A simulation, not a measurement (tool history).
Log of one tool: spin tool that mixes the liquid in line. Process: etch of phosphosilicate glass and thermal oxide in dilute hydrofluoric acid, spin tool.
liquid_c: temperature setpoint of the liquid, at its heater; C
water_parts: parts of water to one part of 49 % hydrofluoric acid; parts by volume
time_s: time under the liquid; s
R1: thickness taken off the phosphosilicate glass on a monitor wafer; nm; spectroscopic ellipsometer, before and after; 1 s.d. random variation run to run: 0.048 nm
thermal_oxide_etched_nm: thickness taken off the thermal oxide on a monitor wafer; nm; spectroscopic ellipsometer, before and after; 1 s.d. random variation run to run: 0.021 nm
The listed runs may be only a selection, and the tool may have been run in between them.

run 1 hour=0.0 | liquid_c=23.0 water_parts=275 time_s=30 | R1=10.3120 thermal_oxide_etched_nm=0.43605
run 2 hour=3.6 | liquid_c=24.5 water_parts=275 time_s=30 | R1=10.9540 thermal_oxide_etched_nm=0.49126
run 3 hour=12.4 | liquid_c=24.5 water_parts=275 time_s=15 | R1=5.4355 thermal_oxide_etched_nm=0.17931
run 4 hour=20.9 | liquid_c=24.5 water_parts=275 time_s=15 | R1=5.4612 thermal_oxide_etched_nm=0.17841
run 5 hour=22.2 | liquid_c=24.5 water_parts=315 time_s=15 | R1=4.5807 thermal_oxide_etched_nm=0.15635
run 6 hour=28.5 | liquid_c=25.5 water_parts=305 time_s=15 | R1=5.0220 thermal_oxide_etched_nm=0.18767
run 7 hour=37.5 | liquid_c=25.5 water_parts=305 time_s=15 | R1=4.9700 thermal_oxide_etched_nm=0.16797
run 8 hour=46.1 | liquid_c=26.5 water_parts=300 time_s=15 | R1=5.2197 thermal_oxide_etched_nm=0.20744
run 9 hour=50.5 | liquid_c=26.5 water_parts=290 time_s=15 | R1=5.4810 thermal_oxide_etched_nm=0.23268

For run 10, what comes out?
run 10 hour=54.2 | liquid_c=26.5 water_parts=280 time_s=15 | R1=? thermal_oxide_etched_nm=?

R1: 5.7243 nm
thermal_oxide_etched_nm: 0.25044 nm
